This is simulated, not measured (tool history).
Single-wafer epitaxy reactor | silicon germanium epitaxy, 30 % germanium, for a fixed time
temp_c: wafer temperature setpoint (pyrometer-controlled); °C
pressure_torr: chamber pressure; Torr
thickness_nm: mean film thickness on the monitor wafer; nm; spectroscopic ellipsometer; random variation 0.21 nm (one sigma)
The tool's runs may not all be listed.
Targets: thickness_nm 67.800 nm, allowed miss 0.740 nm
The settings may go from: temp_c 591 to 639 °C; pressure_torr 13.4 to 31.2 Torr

{"run": 1, "hour": 0.0, "temp_c": 615, "pressure_torr": 22.3, "thickness_nm": 95.442}
{"run": 2, "hour": 0.7, "temp_c": 615, "pressure_torr": 23.8, "thickness_nm": 97.687}
{"run": 3, "hour": 5.3, "temp_c": 611, "pressure_torr": 23.8, "thickness_nm": 91.527}
{"run": 4, "hour": 10.7, "temp_c": 608, "pressure_torr": 23.8, "thickness_nm": 86.559}
{"run": 5, "hour": 14.7, "temp_c": 608, "pressure_torr": 25.9, "thickness_nm": 90.297}
{"run": 6, "hour": 21.8, "temp_c": 608, "pressure_torr": 27.8, "thickness_nm": 92.793}
{"run": 7, "hour": 23.8, "temp_c": 605, "pressure_torr": 27.5, "thickness_nm": 87.589}
{"run": 8, "hour": 32.6, "temp_c": 593, "pressure_torr": 26.7, "thickness_nm": 70.371}

4 next moves are on the table. One of them brings every result within its allowed miss. Which?
{"run": "A", "hour": 41.4, "temp_c": 595, "pressure_torr": 26.1, "thickness_nm": "?"}
{"run": "B", "hour": 41.4, "temp_c": 596, "pressure_torr": 26.5, "thickness_nm": "?"}
{"run": "C", "hour": 41.4, "temp_c": 591, "pressure_torr": 26.5, "thickness_nm": "?"}
{"run": "D", "hour": 41.4, "temp_c": 591, "pressure_torr": 31.2, "thickness_nm": "?"}

move=A thickness_nm=72.249
move=B thickness_nm=74.040
move=C thickness_nm=67.737
move=D thickness_nm=72.791
A: further off than the last run
B: further off than the last run
C: meets every target
D: further off than the last run
The right move is C.

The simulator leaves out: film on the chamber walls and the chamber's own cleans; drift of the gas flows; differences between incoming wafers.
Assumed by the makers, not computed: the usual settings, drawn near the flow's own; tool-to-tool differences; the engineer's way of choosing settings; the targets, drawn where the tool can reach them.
